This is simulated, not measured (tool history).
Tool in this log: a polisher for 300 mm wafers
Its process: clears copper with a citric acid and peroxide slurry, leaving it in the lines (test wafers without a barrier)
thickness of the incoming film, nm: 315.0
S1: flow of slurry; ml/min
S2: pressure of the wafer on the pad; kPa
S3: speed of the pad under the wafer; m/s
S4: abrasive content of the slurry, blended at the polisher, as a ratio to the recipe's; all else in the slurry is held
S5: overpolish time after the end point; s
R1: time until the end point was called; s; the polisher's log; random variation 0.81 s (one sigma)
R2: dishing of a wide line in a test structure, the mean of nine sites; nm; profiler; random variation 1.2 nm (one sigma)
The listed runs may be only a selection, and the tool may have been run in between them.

run,hour,S1,S2,S3,S4,S5,R1,R2
1,0.0,245,27.6,1.18,1.0,24,103.190,53.285
2,1.0,245,27.6,1.02,1.0,24,117.760,48.627
3,1.7,280,27.6,1.02,1.0,24,118.790,48.197
4,6.3,280,27.6,0.76,1.0,24,157.760,37.341
5,10.3,280,30.3,0.82,1.0,23,135.200,41.810
6,14.3,280,32.4,0.88,1.0,22,118.440,43.456
7,17.2,280,33.8,0.92,1.0,22,110.190,47.197
8,25.1,280,35.2,0.96,1.0,22,102.870,49.548
9,28.0,280,36.5,1.00,1.0,22,95.826,55.448
10,31.6,280,37.2,1.04,1.0,21,90.765,54.005
11,39.7,280,37.9,1.08,1.0,21,85.777,56.125

For run 12, what comes out?
12,42.1,280,38.6,1.10,1.0,21,?,?

R1: 82.172 s
R2: 55.993 nm
